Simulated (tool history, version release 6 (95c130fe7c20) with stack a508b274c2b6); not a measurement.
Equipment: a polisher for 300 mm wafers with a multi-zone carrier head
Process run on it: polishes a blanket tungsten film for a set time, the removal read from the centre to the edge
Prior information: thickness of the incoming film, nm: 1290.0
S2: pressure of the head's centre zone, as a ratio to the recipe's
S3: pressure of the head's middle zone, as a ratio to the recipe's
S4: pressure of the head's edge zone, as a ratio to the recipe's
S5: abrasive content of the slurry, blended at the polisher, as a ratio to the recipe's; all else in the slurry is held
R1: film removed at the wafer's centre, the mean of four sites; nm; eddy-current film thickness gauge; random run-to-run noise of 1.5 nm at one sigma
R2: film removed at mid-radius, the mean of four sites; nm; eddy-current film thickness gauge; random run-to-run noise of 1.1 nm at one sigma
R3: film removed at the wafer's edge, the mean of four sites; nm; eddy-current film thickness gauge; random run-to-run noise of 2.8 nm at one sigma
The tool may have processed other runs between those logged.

Run 1, hour 0.0: flow of slurry (ml/min) 290, S2 1.00, S3 1.00, S4 1.00, S5 1.00, polishing time (s) 61. Result: R1 274.10 nm, R2 270.72 nm, R3 288.28 nm.
Run 2, hour 6.6: flow of slurry (ml/min) 290, S2 1.06, S3 1.00, S4 1.00, S5 1.00, polishing time (s) 61. Result: R1 292.51 nm, R2 275.56 nm, R3 277.97 nm.
Run 3, hour 10.9: flow of slurry (ml/min) 290, S2 1.06, S3 1.00, S4 1.00, S5 1.15, polishing time (s) 61. Result: R1 293.70 nm, R2 277.75 nm, R3 289.64 nm.
Run 4, hour 11.7: flow of slurry (ml/min) 290, S2 1.06, S3 1.00, S4 1.00, S5 1.25, polishing time (s) 61. Result: R1 300.30 nm, R2 284.87 nm, R3 292.60 nm.
Run 5, hour 15.4: flow of slurry (ml/min) 290, S2 1.06, S3 1.00, S4 1.00, S5 1.05, polishing time (s) 61. Result: R1 292.99 nm, R2 276.70 nm, R3 290.43 nm.
Run 6, hour 23.5: flow of slurry (ml/min) 270, S2 0.98, S3 0.97, S4 0.98, S5 0.90, polishing time (s) 56. Result: R1 244.15 nm, R2 241.34 nm, R3 249.60 nm.

What does the tool deliver on the next run?
Run 7, hour 31.3: flow of slurry (ml/min) 260, S2 0.92, S3 0.94, S4 1.01, S5 0.80, polishing time (s) 52. Result: R1 ?, R2 ?, R3 ?.

{"run 7": {"R1": 209.85, "R2": 213.0, "R3": 231.84}}

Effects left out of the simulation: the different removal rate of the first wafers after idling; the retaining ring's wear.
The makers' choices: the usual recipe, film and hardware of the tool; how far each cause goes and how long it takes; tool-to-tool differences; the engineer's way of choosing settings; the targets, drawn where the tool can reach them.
